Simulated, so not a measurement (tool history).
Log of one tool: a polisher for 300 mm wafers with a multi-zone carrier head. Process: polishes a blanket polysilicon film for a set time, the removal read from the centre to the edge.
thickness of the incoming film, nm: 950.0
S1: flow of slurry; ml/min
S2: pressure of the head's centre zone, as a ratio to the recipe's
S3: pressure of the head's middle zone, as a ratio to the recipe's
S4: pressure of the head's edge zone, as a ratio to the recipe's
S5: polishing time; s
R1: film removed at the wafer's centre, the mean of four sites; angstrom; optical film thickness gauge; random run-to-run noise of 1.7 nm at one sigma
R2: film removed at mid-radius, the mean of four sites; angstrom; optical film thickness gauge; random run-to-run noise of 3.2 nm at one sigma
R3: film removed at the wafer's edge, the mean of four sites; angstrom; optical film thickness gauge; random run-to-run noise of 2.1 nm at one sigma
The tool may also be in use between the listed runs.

| run | hour | S1 | S2 | S3 | S4 | S5 | R1 | R2 | R3 |
|---|---|---|---|---|---|---|---|---|---|
| 1 | 0.0 | 270 | 1.00 | 1.00 | 1.00 | 49 | 2966.3 | 3139.6 | 3170.6 |
| 2 | 4.7 | 265 | 0.97 | 0.97 | 0.99 | 47 | 2755.1 | 2913.6 | 3046.6 |
| 3 | 11.5 | 260 | 0.95 | 0.95 | 0.97 | 46 | 2670.9 | 2711.2 | 2928.7 |
| 4 | 19.8 | 260 | 0.95 | 1.01 | 0.97 | 46 | 2680.9 | 2865.3 | 2906.7 |
| 5 | 22.4 | 260 | 0.98 | 1.01 | 0.97 | 46 | 2762.2 | 2889.6 | 2924.4 |
| 6 | 27.6 | 255 | 0.95 | 0.99 | 0.97 | 45 | 2568.1 | 2785.1 | 2848.6 |
| 7 | 32.0 | 245 | 0.93 | 0.97 | 0.95 | 45 | 2545.1 | 2712.1 | 2835.6 |

Run 8 comes next. What will it give?
| 8 | 38.4 | 240 | 0.91 | 0.95 | 0.94 | 44 | ? | ? | ? |

R1: 2436.0 angstrom
R2: 2646.9 angstrom
R3: 2762.6 angstrom
